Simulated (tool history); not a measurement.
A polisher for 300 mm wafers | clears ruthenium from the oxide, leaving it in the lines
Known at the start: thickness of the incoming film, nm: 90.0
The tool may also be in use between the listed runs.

run,day,flow of slurry (ml/min),pressure of the wafer on the pad (kPa),speed of the pad under the wafer (m/s),overpolish time after the end point (s),time until the end point was called (s)
1,0.000,135,15.2,1.04,8,65.939
2,0.175,130,14.5,1.04,8,69.166
3,0.446,130,13.8,1.04,8,70.612
4,0.483,130,13.8,1.04,6,70.261
5,0.554,130,13.8,1.04,6,70.007
6,0.900,130,13.1,1.04,6,72.589
7,1.208,130,12.4,1.04,6,76.349
8,1.483,130,11.7,1.04,6,79.878
9,1.558,130,11.0,1.04,6,82.774

Run 10 comes next. What will it give?
10,1.667,125,10.3,1.04,6,?

{"run 10": {"time until the end point was called (s)": 86.158}}
